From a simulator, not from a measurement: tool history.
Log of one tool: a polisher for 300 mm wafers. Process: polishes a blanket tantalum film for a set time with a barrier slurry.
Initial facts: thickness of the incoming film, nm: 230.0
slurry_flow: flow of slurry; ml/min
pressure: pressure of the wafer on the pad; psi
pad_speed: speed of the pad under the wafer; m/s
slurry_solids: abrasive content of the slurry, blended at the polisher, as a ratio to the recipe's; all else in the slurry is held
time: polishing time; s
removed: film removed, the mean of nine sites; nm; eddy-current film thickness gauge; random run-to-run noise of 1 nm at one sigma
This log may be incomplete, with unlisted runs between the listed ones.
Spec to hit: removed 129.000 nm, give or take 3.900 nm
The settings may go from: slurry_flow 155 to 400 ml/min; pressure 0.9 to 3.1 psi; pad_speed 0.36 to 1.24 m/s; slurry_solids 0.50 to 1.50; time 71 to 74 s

{"run": 1, "hour": 0.0, "slurry_flow": 255, "pressure": 2.0, "pad_speed": 0.8, "slurry_solids": 1.0, "time": 71, "removed": 88.884}
{"run": 2, "hour": 4.0, "slurry_flow": 255, "pressure": 2.2, "pad_speed": 0.8, "slurry_solids": 1.0, "time": 71, "removed": 97.285}
{"run": 3, "hour": 6.0, "slurry_flow": 255, "pressure": 2.2, "pad_speed": 0.94, "slurry_solids": 1.0, "time": 71, "removed": 112.02}
{"run": 4, "hour": 13.5, "slurry_flow": 255, "pressure": 2.3, "pad_speed": 0.94, "slurry_solids": 1.0, "time": 71, "removed": 116.09}
{"run": 5, "hour": 16.6, "slurry_flow": 255, "pressure": 2.3, "pad_speed": 0.82, "slurry_solids": 1.0, "time": 71, "removed": 103.41}
{"run": 6, "hour": 20.6, "slurry_flow": 255, "pressure": 2.4, "pad_speed": 0.82, "slurry_solids": 1.0, "time": 71, "removed": 108.24}
{"run": 7, "hour": 23.1, "slurry_flow": 255, "pressure": 2.5, "pad_speed": 0.82, "slurry_solids": 1.0, "time": 71, "removed": 113.84}
{"run": 8, "hour": 28.6, "slurry_flow": 255, "pressure": 2.6, "pad_speed": 0.82, "slurry_solids": 1.0, "time": 71, "removed": 117.86}
{"run": 9, "hour": 34.3, "slurry_flow": 260, "pressure": 2.7, "pad_speed": 0.82, "slurry_solids": 1.0, "time": 71, "removed": 120.97}

Of the 4 settings listed for the next run, only one would bring every result within its allowed miss of target. Which one?
{"run": "A", "hour": 40.0, "slurry_flow": 355, "pressure": 3.0, "pad_speed": 0.8, "slurry_solids": 0.95, "time": 73, "removed": "?"}
{"run": "B", "hour": 40.0, "slurry_flow": 255, "pressure": 2.4, "pad_speed": 0.96, "slurry_solids": 0.85, "time": 72, "removed": "?"}
{"run": "C", "hour": 40.0, "slurry_flow": 300, "pressure": 2.9, "pad_speed": 0.84, "slurry_solids": 1.0, "time": 72, "removed": "?"}
{"run": "D", "hour": 40.0, "slurry_flow": 270, "pressure": 2.5, "pad_speed": 0.88, "slurry_solids": 1.1, "time": 72, "removed": "?"}

move=A removed=138.250
move=B removed=119.470
move=C removed=138.720
move=D removed=128.260
A: takes the biggest miss from the last run beyond its target
B: further off than the last run
C: takes the biggest miss from the last run beyond its target
D: every result lands within tolerance
The right move is D.
